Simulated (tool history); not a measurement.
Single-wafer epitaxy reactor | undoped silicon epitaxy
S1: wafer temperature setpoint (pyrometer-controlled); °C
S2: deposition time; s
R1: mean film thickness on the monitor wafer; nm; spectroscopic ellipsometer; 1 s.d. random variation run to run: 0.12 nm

run 1 hour=0 | S1=660 S2=207 | R1=48.748
run 2 hour=5 | S1=657 S2=204 | R1=45.115
run 3 hour=5.8 | S1=654 S2=201 | R1=40.923
run 4 hour=14.1 | S1=652 S2=200 | R1=38.66
run 5 hour=22.6 | S1=652 S2=183 | R1=35.92
run 6 hour=30.1 | S1=650 S2=183 | R1=34.157
run 7 hour=35.5 | S1=649 S2=183 | R1=32.993

For run 8, what comes out?
run 8 hour=36.5 | S1=648 S2=183 | R1=?

{"run 8": {"R1": 32.145}}
